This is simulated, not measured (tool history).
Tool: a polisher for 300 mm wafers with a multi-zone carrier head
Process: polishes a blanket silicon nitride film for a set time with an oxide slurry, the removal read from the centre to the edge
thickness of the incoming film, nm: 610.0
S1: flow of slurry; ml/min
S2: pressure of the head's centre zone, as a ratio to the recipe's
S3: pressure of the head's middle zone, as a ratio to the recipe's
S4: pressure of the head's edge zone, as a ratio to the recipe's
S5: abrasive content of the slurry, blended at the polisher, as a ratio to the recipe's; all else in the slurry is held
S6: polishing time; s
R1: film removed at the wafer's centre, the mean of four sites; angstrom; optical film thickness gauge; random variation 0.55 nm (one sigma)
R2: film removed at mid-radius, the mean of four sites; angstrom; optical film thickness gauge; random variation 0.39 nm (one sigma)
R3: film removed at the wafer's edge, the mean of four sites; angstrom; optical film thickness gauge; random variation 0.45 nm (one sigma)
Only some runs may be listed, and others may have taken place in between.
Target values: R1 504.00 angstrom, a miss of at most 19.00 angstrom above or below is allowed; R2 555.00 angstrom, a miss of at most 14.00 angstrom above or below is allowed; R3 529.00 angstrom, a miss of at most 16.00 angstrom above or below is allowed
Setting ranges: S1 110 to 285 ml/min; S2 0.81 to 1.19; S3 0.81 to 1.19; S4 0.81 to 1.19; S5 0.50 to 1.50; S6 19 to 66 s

run 1 hour=0.0 | S1=180 S2=1.00 S3=1.00 S4=1.00 S5=1.00 S6=42 | R1=417.07 R2=416.59 R3=417.84
run 2 hour=4.3 | S1=185 S2=1.00 S3=1.01 S4=1.02 S5=1.05 S6=42 | R1=422.25 R2=426.87 R3=428.92
run 3 hour=6.7 | S1=190 S2=1.00 S3=1.02 S4=1.03 S5=1.10 S6=42 | R1=439.76 R2=435.00 R3=443.67
run 4 hour=11.6 | S1=190 S2=1.00 S3=1.02 S4=1.03 S5=1.30 S6=42 | R1=460.19 R2=467.33 R3=454.48
run 5 hour=13.7 | S1=190 S2=1.06 S3=1.02 S4=1.03 S5=1.30 S6=42 | R1=482.88 R2=468.08 R3=451.32
run 6 hour=18.1 | S1=170 S2=1.06 S3=1.02 S4=1.03 S5=1.30 S6=42 | R1=474.74 R2=457.21 R3=456.71
run 7 hour=19.5 | S1=175 S2=1.05 S3=1.03 S4=1.04 S5=1.30 S6=42 | R1=476.76 R2=455.21 R3=457.04
run 8 hour=20.3 | S1=180 S2=1.04 S3=1.04 S4=1.05 S5=1.30 S6=42 | R1=469.89 R2=462.49 R3=470.36
run 9 hour=23.9 | S1=180 S2=1.04 S3=1.04 S4=1.05 S5=1.30 S6=42 | R1=466.57 R2=464.34 R3=461.90
run 10 hour=30.9 | S1=185 S2=1.04 S3=1.05 S4=1.06 S5=1.30 S6=42 | R1=475.70 R2=464.98 R3=464.95
run 11 hour=32.1 | S1=190 S2=1.03 S3=1.06 S4=1.07 S5=1.30 S6=42 | R1=473.95 R2=478.88 R3=468.28
run 12 hour=34.8 | S1=195 S2=1.02 S3=1.06 S4=1.08 S5=1.30 S6=42 | R1=474.53 R2=477.18 R3=469.76
run 13 hour=40.7 | S1=195 S2=1.02 S3=1.06 S4=1.08 S5=1.30 S6=42 | R1=472.91 R2=483.12 R3=474.91
run 14 hour=44.5 | S1=200 S2=1.02 S3=1.06 S4=1.09 S5=1.30 S6=42 | R1=477.86 R2=483.06 R3=478.53
run 15 hour=51.3 | S1=250 S2=0.99 S3=1.16 S4=1.19 S5=1.35 S6=42 | R1=470.86 R2=544.48 R3=515.83
run 16 hour=55.7 | S1=260 S2=1.01 S3=1.15 S4=1.19 S5=1.35 S6=42 | R1=489.23 R2=541.35 R3=520.47

Consider the 5 candidate settings below. Which is the only one whose results all fall within their allowed miss of target?
run A hour=60.1 | S1=245 S2=0.96 S3=1.19 S4=1.19 S5=1.45 S6=42 | R1=? R2=? R3=?
run B hour=60.1 | S1=285 S2=1.03 S3=1.09 S4=1.19 S5=1.25 S6=44 | R1=? R2=? R3=?
run C hour=60.1 | S1=270 S2=1.01 S3=1.16 S4=1.19 S5=1.25 S6=44 | R1=? R2=? R3=?
run D hour=60.1 | S1=255 S2=0.92 S3=1.11 S4=1.06 S5=1.40 S6=47 | R1=? R2=? R3=?
run E hour=60.1 | S1=285 S2=0.91 S3=1.19 S4=1.16 S5=1.50 S6=42 | R1=? R2=? R3=?

move=A R1=468.08 R2=565.07 R3=524.33
move=B R1=514.92 R2=536.08 R3=535.16
move=C R1=501.83 R2=562.29 R3=532.28
move=D R1=499.44 R2=592.98 R3=550.42
move=E R1=456.24 R2=580.38 R3=529.04
A: corrects the largest miss of the last run, while another result sits out of spec
B: misses by more than the last run did
C: every result within its allowed miss
D: pushes the last run's worst result past its target
E: pushes the last run's worst result past its target
Go with C: it meets all targets.

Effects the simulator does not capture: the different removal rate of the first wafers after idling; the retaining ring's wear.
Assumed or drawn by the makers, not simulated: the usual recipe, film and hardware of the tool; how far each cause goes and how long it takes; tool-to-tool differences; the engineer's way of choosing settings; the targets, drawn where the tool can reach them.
